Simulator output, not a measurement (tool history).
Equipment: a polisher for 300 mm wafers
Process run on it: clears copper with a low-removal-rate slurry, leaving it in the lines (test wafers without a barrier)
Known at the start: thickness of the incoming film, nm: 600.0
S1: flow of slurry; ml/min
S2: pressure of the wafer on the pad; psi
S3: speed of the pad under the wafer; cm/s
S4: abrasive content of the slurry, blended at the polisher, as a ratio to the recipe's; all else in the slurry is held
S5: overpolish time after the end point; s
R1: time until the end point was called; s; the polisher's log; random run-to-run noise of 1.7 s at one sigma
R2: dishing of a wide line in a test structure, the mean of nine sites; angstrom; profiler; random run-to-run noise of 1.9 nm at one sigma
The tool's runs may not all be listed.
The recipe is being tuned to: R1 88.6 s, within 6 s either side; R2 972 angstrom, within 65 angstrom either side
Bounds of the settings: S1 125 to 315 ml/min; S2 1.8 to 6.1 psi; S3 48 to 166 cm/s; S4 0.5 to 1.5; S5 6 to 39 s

run 1 hour=0 | S1=205 S2=3.9 S3=106 S4=1 S5=20 | R1=118.68 R2=580.91
run 2 hour=4.1 | S1=170 S2=3.9 S3=106 S4=1 S5=20 | R1=122.54 R2=560.58
run 3 hour=8.4 | S1=170 S2=3.9 S3=122 S4=1 S5=20 | R1=105.77 R2=606.07
run 4 hour=10.9 | S1=170 S2=3.9 S3=122 S4=1.1 S5=20 | R1=101.7 R2=623.09
run 5 hour=15.5 | S1=170 S2=3.9 S3=106 S4=1.1 S5=20 | R1=120.78 R2=549.9
run 6 hour=24.4 | S1=130 S2=3.9 S3=106 S4=1.1 S5=20 | R1=120.89 R2=560.78
run 7 hour=26.2 | S1=130 S2=4.2 S3=106 S4=1.1 S5=22 | R1=114.84 R2=649.79
run 8 hour=33 | S1=130 S2=4.4 S3=106 S4=1.1 S5=23 | R1=112.08 R2=673.44
run 9 hour=39.9 | S1=130 S2=4.6 S3=106 S4=1.1 S5=24 | R1=105.07 R2=704.86

4 candidate next runs follow, results not yet known. Just one meets every target within its allowed miss. Identify it.
run A hour=46.8 | S1=130 S2=5.7 S3=84 S4=0.9 S5=14 | R1=? R2=?
run B hour=46.8 | S1=135 S2=4.7 S3=96 S4=0.95 S5=32 | R1=? R2=?
run C hour=46.8 | S1=125 S2=4.6 S3=98 S4=0.75 S5=22 | R1=? R2=?
run D hour=46.8 | S1=130 S2=4.9 S3=116 S4=1.15 S5=34 | R1=? R2=?

move=A R1=108.83 R2=465.78
move=B R1=113.78 R2=800.91
move=C R1=120.18 R2=603.7
move=D R1=88.103 R2=951.86
A: lands further from the targets than the last run did
B: about the same distance from the targets as the last run
C: lands further from the targets than the last run did
D: all results in spec
Go with D: it meets all targets.
